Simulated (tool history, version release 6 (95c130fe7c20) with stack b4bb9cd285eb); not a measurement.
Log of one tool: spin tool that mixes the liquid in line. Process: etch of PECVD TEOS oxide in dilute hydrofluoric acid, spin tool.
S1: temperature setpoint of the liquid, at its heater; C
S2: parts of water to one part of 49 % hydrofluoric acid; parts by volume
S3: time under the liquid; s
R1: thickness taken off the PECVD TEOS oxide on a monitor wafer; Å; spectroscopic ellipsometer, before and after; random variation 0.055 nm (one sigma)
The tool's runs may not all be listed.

Run 1, hour 0: S1 22 C, S2 60 parts by volume, S3 15 s. Result: R1 29.016 Å.
Run 2, hour 5.5: S1 22 C, S2 60 parts by volume, S3 15 s. Result: R1 28.701 Å.
Run 3, hour 9: S1 22 C, S2 60 parts by volume, S3 15 s. Result: R1 28.686 Å.
Run 4, hour 17.4: S1 22 C, S2 70 parts by volume, S3 15 s. Result: R1 24.647 Å.
Run 5, hour 21.5: S1 22 C, S2 70 parts by volume, S3 15 s. Result: R1 24.404 Å.
Run 6, hour 27.9: S1 23 C, S2 65 parts by volume, S3 15 s. Result: R1 27.036 Å.
Run 7, hour 34.5: S1 23.5 C, S2 60 parts by volume, S3 15 s. Result: R1 30.138 Å.
Run 8, hour 43: S1 24 C, S2 55 parts by volume, S3 15 s. Result: R1 33.968 Å.
Run 9, hour 51.3: S1 24.5 C, S2 50 parts by volume, S3 15 s. Result: R1 38.646 Å.

Run 10 comes next. What will it give?
Run 10, hour 58.9: S1 25 C, S2 50 parts by volume, S3 15 s. Result: R1 ?.

{"run 10": {"R1": 39.562}}
